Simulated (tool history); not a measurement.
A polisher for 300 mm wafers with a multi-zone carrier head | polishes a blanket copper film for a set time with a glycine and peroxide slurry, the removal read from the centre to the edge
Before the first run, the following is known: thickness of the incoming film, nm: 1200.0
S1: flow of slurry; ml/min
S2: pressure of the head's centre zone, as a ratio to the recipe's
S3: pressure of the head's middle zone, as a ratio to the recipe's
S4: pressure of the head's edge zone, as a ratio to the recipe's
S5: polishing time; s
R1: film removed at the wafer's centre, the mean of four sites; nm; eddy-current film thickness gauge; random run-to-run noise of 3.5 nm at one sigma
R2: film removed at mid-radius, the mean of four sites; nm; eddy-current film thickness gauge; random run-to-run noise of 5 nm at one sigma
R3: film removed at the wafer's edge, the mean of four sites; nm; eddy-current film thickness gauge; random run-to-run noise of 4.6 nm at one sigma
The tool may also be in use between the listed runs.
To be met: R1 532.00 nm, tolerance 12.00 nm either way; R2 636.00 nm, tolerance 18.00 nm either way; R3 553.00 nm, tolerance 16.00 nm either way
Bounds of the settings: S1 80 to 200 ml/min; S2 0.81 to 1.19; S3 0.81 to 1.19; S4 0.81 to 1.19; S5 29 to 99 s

{"run": 1, "hour": 0.0, "S1": 130, "S2": 1.0, "S3": 1.0, "S4": 1.0, "S5": 64, "R1": 426.07, "R2": 429.25, "R3": 422.71}
{"run": 2, "hour": 1.3, "S1": 150, "S2": 0.99, "S3": 1.06, "S4": 1.05, "S5": 67, "R1": 461.59, "R2": 492.08, "R3": 470.36}
{"run": 3, "hour": 4.9, "S1": 165, "S2": 0.99, "S3": 1.1, "S4": 1.07, "S5": 68, "R1": 476.36, "R2": 528.85, "R3": 485.29}
{"run": 4, "hour": 8.4, "S1": 165, "S2": 0.99, "S3": 1.1, "S4": 1.11, "S5": 68, "R1": 474.64, "R2": 533.24, "R3": 497.62}
{"run": 5, "hour": 15.1, "S1": 165, "S2": 0.92, "S3": 1.1, "S4": 1.11, "S5": 68, "R1": 453.66, "R2": 530.63, "R3": 490.7}
{"run": 6, "hour": 22.1, "S1": 165, "S2": 0.87, "S3": 1.1, "S4": 1.11, "S5": 68, "R1": 437.39, "R2": 519.93, "R3": 484.25}
{"run": 7, "hour": 26.7, "S1": 190, "S2": 0.97, "S3": 1.19, "S4": 1.18, "S5": 72, "R1": 507.24, "R2": 604.83, "R3": 550.93}
{"run": 8, "hour": 30.9, "S1": 190, "S2": 0.97, "S3": 1.19, "S4": 1.15, "S5": 73, "R1": 513.21, "R2": 624.12, "R3": 546.83}

Pick the move, out of 5, that brings all results within their allowed miss; only one does.
{"run": "A", "hour": 35.1, "S1": 175, "S2": 0.9, "S3": 1.17, "S4": 1.19, "S5": 73, "R1": "?", "R2": "?", "R3": "?"}
{"run": "B", "hour": 35.1, "S1": 200, "S2": 0.98, "S3": 1.19, "S4": 1.14, "S5": 74, "R1": "?", "R2": "?", "R3": "?"}
{"run": "C", "hour": 35.1, "S1": 185, "S2": 0.92, "S3": 1.19, "S4": 1.18, "S5": 74, "R1": "?", "R2": "?", "R3": "?"}
{"run": "D", "hour": 35.1, "S1": 200, "S2": 1.02, "S3": 1.12, "S4": 1.03, "S5": 76, "R1": "?", "R2": "?", "R3": "?"}
{"run": "E", "hour": 35.1, "S1": 200, "S2": 0.91, "S3": 1.19, "S4": 1.05, "S5": 73, "R1": "?", "R2": "?", "R3": "?"}

move=A R1=478.66 R2=596.12 R3=546.45
move=B R1=527.46 R2=626.38 R3=552.85
move=C R1=497.87 R2=618.92 R3=555.67
move=D R1=557.05 R2=610.53 R3=546.08
move=E R1=494.09 R2=618.14 R3=527.91
A: the biggest miss grows against the last run
B: all results in spec
C: the biggest miss grows against the last run
D: the result that was furthest off in the last run now lies on the other side of its target
E: the biggest miss grows against the last run
The right move is B.
